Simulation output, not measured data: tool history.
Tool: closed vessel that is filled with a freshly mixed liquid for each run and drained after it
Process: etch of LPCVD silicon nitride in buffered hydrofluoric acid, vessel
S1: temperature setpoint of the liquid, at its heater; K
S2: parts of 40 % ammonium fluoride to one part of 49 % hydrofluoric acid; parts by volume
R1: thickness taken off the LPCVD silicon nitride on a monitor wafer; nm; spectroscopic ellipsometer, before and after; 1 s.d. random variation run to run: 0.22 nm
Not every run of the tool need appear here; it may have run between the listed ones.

run 1 hour=0 | S1=294.15 S2=9.5 time_in_the_liquid_(s)=2140 | R1=28.043
run 2 hour=2 | S1=294.15 S2=11 time_in_the_liquid_(s)=2140 | R1=24.657
run 3 hour=5 | S1=296.15 S2=10.5 time_in_the_liquid_(s)=2140 | R1=28.812
run 4 hour=6.3 | S1=297.65 S2=10 time_in_the_liquid_(s)=2140 | R1=32.83
run 5 hour=14.8 | S1=297.65 S2=10 time_in_the_liquid_(s)=2290 | R1=35.12
run 6 hour=23 | S1=297.65 S2=8.5 time_in_the_liquid_(s)=2290 | R1=39.85

For run 7, what comes out?
run 7 hour=30.5 | S1=298.15 S2=8.5 time_in_the_liquid_(s)=2290 | R1=?

For run 7 the tool returned R1 41.019 nm.

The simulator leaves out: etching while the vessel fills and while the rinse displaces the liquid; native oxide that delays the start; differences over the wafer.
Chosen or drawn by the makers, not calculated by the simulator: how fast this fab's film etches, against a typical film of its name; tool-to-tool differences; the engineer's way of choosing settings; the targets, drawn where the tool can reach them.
